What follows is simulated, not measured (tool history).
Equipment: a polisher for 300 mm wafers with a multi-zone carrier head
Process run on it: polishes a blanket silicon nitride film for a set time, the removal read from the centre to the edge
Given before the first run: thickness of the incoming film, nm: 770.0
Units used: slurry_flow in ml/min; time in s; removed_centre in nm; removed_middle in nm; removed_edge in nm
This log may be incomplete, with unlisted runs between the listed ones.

run  hour  slurry_flow  centre_zone  middle_zone  edge_zone  time  removed_centre  removed_middle  removed_edge
  1     0          170            1            1          1    58          124.02          124.46        125.04
  2   7.3          160         0.96            1       0.96    57          116.95          124.76         119.3
  3   9.2          160         0.89            1       0.96    57          108.31          120.77        118.08
  4    16          150         0.87         0.99       0.94    56          102.59          117.13        117.44
  5  22.4          150         0.87            1       0.92    55          101.09          118.26        111.21
  6  27.6          150         0.87            1       0.85    55          101.54          116.29        104.92
  7  33.2          140         0.86            1       0.85    55          99.116          114.24        110.05

The next listed run, before its measurement:
  8  41.7          140         0.85            1       0.85    55               ?               ?             ?

removed_centre: 98.137 nm
removed_middle: 116.69 nm
removed_edge: 107.71 nm
